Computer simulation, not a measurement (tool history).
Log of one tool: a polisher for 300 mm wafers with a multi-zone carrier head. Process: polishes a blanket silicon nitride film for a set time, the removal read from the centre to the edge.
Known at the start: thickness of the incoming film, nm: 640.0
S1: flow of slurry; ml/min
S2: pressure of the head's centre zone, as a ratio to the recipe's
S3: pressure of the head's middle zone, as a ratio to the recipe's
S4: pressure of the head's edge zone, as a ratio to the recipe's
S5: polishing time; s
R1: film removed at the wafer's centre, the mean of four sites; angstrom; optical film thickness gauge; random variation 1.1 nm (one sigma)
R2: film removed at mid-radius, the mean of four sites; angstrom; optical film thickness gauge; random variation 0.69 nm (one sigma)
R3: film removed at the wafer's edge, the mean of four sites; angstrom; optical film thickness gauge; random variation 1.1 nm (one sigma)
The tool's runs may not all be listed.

{"run": 1, "day": 0.0, "S1": 285, "S2": 1, "S3": 1, "S4": 1, "S5": 77, "R1": 977.34, "R2": 1005.7, "R3": 1003.9}
{"run": 2, "day": 0.067, "S1": 285, "S2": 1, "S3": 1, "S4": 0.91, "S5": 77, "R1": 1003.5, "R2": 1007.6, "R3": 995.89}
{"run": 3, "day": 0.283, "S1": 285, "S2": 1, "S3": 1, "S4": 0.91, "S5": 95, "R1": 1200.3, "R2": 1220.3, "R3": 1203.5}
{"run": 4, "day": 0.4, "S1": 335, "S2": 1, "S3": 1, "S4": 0.91, "S5": 95, "R1": 1247, "R2": 1272.7, "R3": 1244}
{"run": 5, "day": 0.7, "S1": 335, "S2": 1, "S3": 1.06, "S4": 0.91, "S5": 95, "R1": 1271.2, "R2": 1300.6, "R3": 1219.9}
{"run": 6, "day": 0.9, "S1": 335, "S2": 0.94, "S3": 1.06, "S4": 0.91, "S5": 95, "R1": 1199.5, "R2": 1318.1, "R3": 1199.8}

Forecast run 7:
{"run": 7, "day": 1.142, "S1": 320, "S2": 0.97, "S3": 1.03, "S4": 0.89, "S5": 87, "R1": "?", "R2": "?", "R3": "?"}

Run 7 gave R1 1107.1 angstrom, R2 1164.4 angstrom, R3 1103.6 angstrom.
